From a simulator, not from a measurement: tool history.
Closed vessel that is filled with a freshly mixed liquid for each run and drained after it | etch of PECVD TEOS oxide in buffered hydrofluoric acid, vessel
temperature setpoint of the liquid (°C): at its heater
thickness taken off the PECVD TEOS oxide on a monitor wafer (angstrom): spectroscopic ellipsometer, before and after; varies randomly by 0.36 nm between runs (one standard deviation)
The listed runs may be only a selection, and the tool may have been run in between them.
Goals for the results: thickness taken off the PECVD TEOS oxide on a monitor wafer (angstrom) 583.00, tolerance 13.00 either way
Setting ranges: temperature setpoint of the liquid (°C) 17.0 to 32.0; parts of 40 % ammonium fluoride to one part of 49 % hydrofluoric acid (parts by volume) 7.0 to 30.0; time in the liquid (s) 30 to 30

run	hour	temperature setpoint of the liquid (°C)	parts of 40 % ammonium fluoride to one part of 49 % hydrofluoric acid (parts by volume)	time in the liquid (s)	thickness taken off the PECVD TEOS oxide on a monitor wafer (angstrom)
1	0.0	24.0	20.0	30	201.95
2	8.1	26.0	17.0	30	262.44
3	15.2	26.0	14.5	30	306.83
4	21.9	27.5	13.0	30	371.72
5	31.0	28.5	12.5	30	407.73
6	33.6	28.5	12.5	30	402.87
7	39.6	29.5	12.0	30	442.18
8	42.1	30.0	11.5	30	478.88
9	49.4	30.5	11.5	30	491.20
10	54.4	31.0	11.0	30	522.99
11	60.0	31.0	11.0	30	522.44
12	65.0	31.5	10.5	30	564.18

Pick the move, out of 4, that brings all results within their allowed miss; only one does.
A	70.0	30.0	8.5	30	?
B	70.0	27.5	8.0	30	?
C	70.0	26.5	8.0	30	?
D	70.0	31.0	9.0	30	?

move	thickness taken off the PECVD TEOS oxide on a monitor wafer (angstrom)
A	617.93
B	578.23
C	548.15
D	611.94
A: takes the result that was furthest off past its target
B: every result lands within tolerance
C: further off than the last run
D: takes the result that was furthest off past its target
Answer: B

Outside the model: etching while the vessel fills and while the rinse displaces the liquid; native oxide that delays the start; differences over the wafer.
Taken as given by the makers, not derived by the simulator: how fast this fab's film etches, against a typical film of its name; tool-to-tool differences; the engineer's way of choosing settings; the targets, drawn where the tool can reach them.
